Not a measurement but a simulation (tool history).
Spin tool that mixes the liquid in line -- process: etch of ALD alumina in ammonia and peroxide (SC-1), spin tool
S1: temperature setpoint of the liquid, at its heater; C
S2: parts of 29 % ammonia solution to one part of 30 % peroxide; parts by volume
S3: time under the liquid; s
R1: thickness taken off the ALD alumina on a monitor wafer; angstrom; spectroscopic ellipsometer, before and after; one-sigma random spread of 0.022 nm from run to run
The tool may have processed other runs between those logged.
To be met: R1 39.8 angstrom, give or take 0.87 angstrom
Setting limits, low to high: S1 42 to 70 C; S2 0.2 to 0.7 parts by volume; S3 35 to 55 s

run 1 hour=0 | S1=58 S2=0.4 S3=55 | R1=70.431
run 2 hour=9 | S1=61 S2=0.4 S3=55 | R1=82.341
run 3 hour=12 | S1=61 S2=0.3 S3=55 | R1=80.967
run 4 hour=16.7 | S1=57 S2=0.3 S3=55 | R1=65.213
run 5 hour=20.9 | S1=54.5 S2=0.3 S3=55 | R1=57.408
run 6 hour=25 | S1=52.5 S2=0.3 S3=55 | R1=51.544
run 7 hour=27.5 | S1=51 S2=0.3 S3=55 | R1=47.154
run 8 hour=32.7 | S1=50 S2=0.3 S3=55 | R1=44.679
run 9 hour=39.3 | S1=49.5 S2=0.3 S3=55 | R1=43.423

Which one of the following 4 next-run settings gets every result inside its allowed miss? There is exactly one.
run A hour=45.9 | S1=46 S2=0.45 S3=55 | R1=?
run B hour=45.9 | S1=51.5 S2=0.25 S3=55 | R1=?
run C hour=45.9 | S1=56 S2=0.35 S3=35 | R1=?
run D hour=45.9 | S1=50.5 S2=0.3 S3=45 | R1=?

move=A R1=37.2
move=B R1=47.732
move=C R1=39.914
move=D R1=37.624
A: pushes the last run's worst result past its target
B: its largest miss is bigger than the last run's
C: hits every target within its allowed miss
D: pushes the last run's worst result past its target
Go with C: it meets all targets.
